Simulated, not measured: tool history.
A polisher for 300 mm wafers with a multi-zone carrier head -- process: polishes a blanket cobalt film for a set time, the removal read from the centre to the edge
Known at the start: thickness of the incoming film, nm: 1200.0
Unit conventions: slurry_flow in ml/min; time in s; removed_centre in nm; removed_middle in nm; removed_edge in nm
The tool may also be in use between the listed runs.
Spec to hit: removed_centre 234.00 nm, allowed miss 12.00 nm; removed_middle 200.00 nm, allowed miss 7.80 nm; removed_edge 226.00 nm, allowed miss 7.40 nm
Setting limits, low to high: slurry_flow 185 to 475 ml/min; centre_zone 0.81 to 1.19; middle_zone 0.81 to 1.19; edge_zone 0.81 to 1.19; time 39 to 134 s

run   hour  slurry_flow  centre_zone  middle_zone  edge_zone  time  removed_centre  removed_middle  removed_edge
  1    0.0          305         1.00         1.00       1.00    86          392.18          371.63        368.91
  2    5.6          305         1.00         1.00       1.05    86          384.53          367.97        377.59
  3   13.5          305         1.00         1.00       1.05    97          429.22          415.55        421.22
  4   15.8          305         1.00         1.00       1.01    97          426.57          412.80        408.83
  5   20.9          305         1.00         1.00       1.05    97          427.82          405.93        420.15
  6   24.1          305         1.00         1.00       1.08    97          431.88          412.48        426.57
  7   29.4          300         1.00         0.98       1.07    90          400.70          375.23        392.73
  8   34.8          295         0.99         0.96       1.06    84          364.66          344.20        364.25
  9   36.5          290         0.99         0.94       1.05    79          335.36          322.21        345.55
 10   38.8          290         1.00         0.93       1.04    74          325.80          288.91        321.70
 11   45.5          290         1.00         0.92       1.02    71          323.12          280.01        305.49
 12   54.0          285         0.99         0.91       1.01    68          299.20          268.17        289.70
 13   56.5          285         0.99         0.90       1.00    66          286.12          253.10        282.22
 14   64.6          285         0.99         0.89       0.98    65          282.73          250.61        276.10
 15   65.5          285         0.99         0.89       0.98    65          285.16          251.88        278.89
 16   71.6          285         0.99         0.88       0.97    63          268.61          238.83        265.66
 17   79.4          285         0.99         0.87       0.96    62          270.87          233.87        257.63
 18   83.1          285         0.99         0.86       0.95    61          266.30          222.90        251.21
 19   88.6          285         0.98         0.85       0.94    61          256.17          224.09        252.51
 20   96.3          285         0.98         0.85       0.94    61          271.31          230.18        253.87
 21  101.0          280         0.98         0.85       0.94    60          249.78          223.14        250.60
 22  108.2          250         1.01         0.81       0.86    54          236.40          190.43        214.44

Of the 4 settings listed for the next run, only one would bring every result within its allowed miss of target. Which one?
  A  115.4          275         1.08         0.85       0.86    50               ?               ?             ?
  B  115.4          200         1.06         0.95       0.81    54               ?               ?             ?
  C  115.4          285         0.95         0.81       0.86    57               ?               ?             ?
  D  115.4          255         1.00         0.94       0.85    52               ?               ?             ?

move  removed_centre  removed_middle  removed_edge
   A          234.62          186.10        197.07
   B          236.87          210.93        201.54
   C          236.02          204.91        225.47
   D          223.68          208.57        202.50
A: the biggest miss grows against the last run
B: the biggest miss grows against the last run
C: meets every target
D: the biggest miss grows against the last run
Correct choice: C, which meets every target

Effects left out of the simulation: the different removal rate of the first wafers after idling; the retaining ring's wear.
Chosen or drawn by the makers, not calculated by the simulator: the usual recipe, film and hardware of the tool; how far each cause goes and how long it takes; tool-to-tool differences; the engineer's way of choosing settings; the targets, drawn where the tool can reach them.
